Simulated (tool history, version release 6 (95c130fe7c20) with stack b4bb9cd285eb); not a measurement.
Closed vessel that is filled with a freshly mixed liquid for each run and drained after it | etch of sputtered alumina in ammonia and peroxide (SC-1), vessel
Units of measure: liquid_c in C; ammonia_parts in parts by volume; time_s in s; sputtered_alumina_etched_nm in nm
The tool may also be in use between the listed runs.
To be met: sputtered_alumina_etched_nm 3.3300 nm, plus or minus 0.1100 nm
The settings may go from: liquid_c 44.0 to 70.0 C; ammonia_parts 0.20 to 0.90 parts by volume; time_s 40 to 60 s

run    day  liquid_c  ammonia_parts  time_s  sputtered_alumina_etched_nm
  1  0.000      60.0           0.50      60                       4.2542
  2  0.292      58.5           0.50      60                       3.8501
  3  0.354      58.0           0.50      60                       3.7612
  4  0.575      57.5           0.50      60                       3.7276
  5  0.792      57.5           0.50      40                       2.4721
  6  1.179      58.5           0.50      40                       2.6222
  7  1.554      60.0           0.50      40                       2.8618
  8  1.812      61.0           0.50      40                       3.0238
  9  2.154      61.5           0.50      40                       3.0305

Below are 5 possible settings for the next run. Only one of them brings all results inside the allowed miss of their targets. Which is it?
  A  2.496      59.0           0.60      40                            ?
  B  2.496      60.0           0.50      50                            ?
  C  2.496      59.5           0.50      45                            ?
  D  2.496      59.5           0.45      45                            ?
  E  2.496      56.5           0.60      55                            ?

move  sputtered_alumina_etched_nm
   A                       2.8058
   B                       3.6295
   C                       3.1836
   D                       3.1520
   E                       3.3865
A: lands further from the targets than the last run did
B: moves the result that the last run missed by most past its target, out the other side
C: nearer the targets than the last run, but a result is still out of spec
D: nearer the targets than the last run, but a result is still out of spec
E: all results land within tolerance of their targets
Correct choice: E, which meets every target
